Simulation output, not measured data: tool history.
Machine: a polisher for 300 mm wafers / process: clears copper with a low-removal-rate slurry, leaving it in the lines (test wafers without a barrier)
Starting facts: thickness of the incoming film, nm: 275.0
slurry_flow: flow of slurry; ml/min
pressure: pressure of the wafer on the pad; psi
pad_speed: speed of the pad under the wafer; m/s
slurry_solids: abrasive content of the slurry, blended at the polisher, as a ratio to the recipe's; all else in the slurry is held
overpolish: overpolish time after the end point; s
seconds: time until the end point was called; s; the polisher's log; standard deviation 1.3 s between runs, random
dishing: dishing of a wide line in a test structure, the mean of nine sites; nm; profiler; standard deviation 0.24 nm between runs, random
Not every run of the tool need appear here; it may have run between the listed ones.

Run 1, day 0.000: slurry_flow 125 ml/min, pressure 3.4 psi, pad_speed 1.04 m/s, slurry_solids 1.0, overpolish 9 s. Result: seconds 76.369 s, dishing 22.048 nm.
Run 2, day 0.142: slurry_flow 125 ml/min, pressure 2.8 psi, pad_speed 1.04 m/s, slurry_solids 1.0, overpolish 9 s. Result: seconds 91.432 s, dishing 18.822 nm.
Run 3, day 0.179: slurry_flow 125 ml/min, pressure 3.4 psi, pad_speed 1.04 m/s, slurry_solids 1.0, overpolish 9 s. Result: seconds 76.454 s, dishing 22.120 nm.
Run 4, day 0.250: slurry_flow 130 ml/min, pressure 3.2 psi, pad_speed 1.04 m/s, slurry_solids 1.0, overpolish 8 s. Result: seconds 82.909 s, dishing 18.635 nm.
Run 5, day 0.596: slurry_flow 130 ml/min, pressure 3.2 psi, pad_speed 1.04 m/s, slurry_solids 1.0, overpolish 7 s. Result: seconds 79.367 s, dishing 16.828 nm.
Run 6, day 0.712: slurry_flow 130 ml/min, pressure 3.2 psi, pad_speed 1.04 m/s, slurry_solids 0.9, overpolish 7 s. Result: seconds 83.101 s, dishing 16.440 nm.
Run 7, day 1.021: slurry_flow 130 ml/min, pressure 3.1 psi, pad_speed 1.04 m/s, slurry_solids 0.9, overpolish 7 s. Result: seconds 83.966 s, dishing 16.283 nm.

Run 8 comes next. What will it give?
Run 8, day 1.229: slurry_flow 130 ml/min, pressure 3.0 psi, pad_speed 1.04 m/s, slurry_solids 0.9, overpolish 7 s. Result: seconds ?, dishing ?.

Logged for run 8: seconds 88.042 s, dishing 15.912 nm.
